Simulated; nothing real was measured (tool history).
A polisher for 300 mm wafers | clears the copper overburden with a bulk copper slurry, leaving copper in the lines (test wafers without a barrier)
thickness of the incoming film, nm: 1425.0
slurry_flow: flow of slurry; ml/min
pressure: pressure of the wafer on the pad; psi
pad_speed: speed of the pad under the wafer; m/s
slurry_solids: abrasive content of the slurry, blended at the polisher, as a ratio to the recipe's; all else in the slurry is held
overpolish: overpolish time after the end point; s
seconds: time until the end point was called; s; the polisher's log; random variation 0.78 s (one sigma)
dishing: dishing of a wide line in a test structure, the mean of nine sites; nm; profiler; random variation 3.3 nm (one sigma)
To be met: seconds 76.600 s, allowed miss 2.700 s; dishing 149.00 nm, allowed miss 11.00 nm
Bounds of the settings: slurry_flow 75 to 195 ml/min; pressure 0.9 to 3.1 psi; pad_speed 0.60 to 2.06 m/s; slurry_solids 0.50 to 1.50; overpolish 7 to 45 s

run 1 hour=0.0 | slurry_flow=125 pressure=2.0 pad_speed=1.32 slurry_solids=1.00 overpolish=23 | seconds=153.820 dishing=102.48
run 2 hour=7.3 | slurry_flow=125 pressure=2.0 pad_speed=1.32 slurry_solids=1.00 overpolish=32 | seconds=150.910 dishing=113.27
run 3 hour=11.9 | slurry_flow=125 pressure=2.0 pad_speed=1.32 slurry_solids=1.00 overpolish=37 | seconds=155.100 dishing=121.82
run 4 hour=20.9 | slurry_flow=125 pressure=2.0 pad_speed=1.46 slurry_solids=1.00 overpolish=37 | seconds=136.800 dishing=125.82
run 5 hour=26.0 | slurry_flow=125 pressure=2.0 pad_speed=1.34 slurry_solids=1.00 overpolish=37 | seconds=150.050 dishing=127.34
run 6 hour=31.3 | slurry_flow=130 pressure=2.3 pad_speed=1.38 slurry_solids=1.00 overpolish=32 | seconds=128.270 dishing=126.61
run 7 hour=32.9 | slurry_flow=155 pressure=2.9 pad_speed=1.60 slurry_solids=1.00 overpolish=22 | seconds=84.697 dishing=135.48
run 8 hour=39.3 | slurry_flow=155 pressure=2.9 pad_speed=1.60 slurry_solids=1.00 overpolish=22 | seconds=85.107 dishing=135.29
run 9 hour=40.7 | slurry_flow=155 pressure=3.0 pad_speed=1.60 slurry_solids=1.00 overpolish=22 | seconds=83.714 dishing=142.04

Which of these 4 next moves meets every target?
run A hour=42.1 | slurry_flow=175 pressure=3.1 pad_speed=1.70 slurry_solids=0.85 overpolish=15 | seconds=? dishing=?
run B hour=42.1 | slurry_flow=150 pressure=2.8 pad_speed=1.76 slurry_solids=1.10 overpolish=18 | seconds=? dishing=?
run C hour=42.1 | slurry_flow=155 pressure=3.0 pad_speed=1.74 slurry_solids=0.95 overpolish=23 | seconds=? dishing=?
run D hour=42.1 | slurry_flow=170 pressure=2.2 pad_speed=1.90 slurry_solids=1.15 overpolish=33 | seconds=? dishing=?

move=A seconds=77.827 dishing=124.11
move=B seconds=79.878 dishing=130.22
move=C seconds=77.829 dishing=146.90
move=D seconds=91.209 dishing=139.00
A: brings the result that was furthest off to its target, and leaves another outside
B: nearer than the last run, and not there yet
C: meets every target
D: further off than the last run
Answer: C
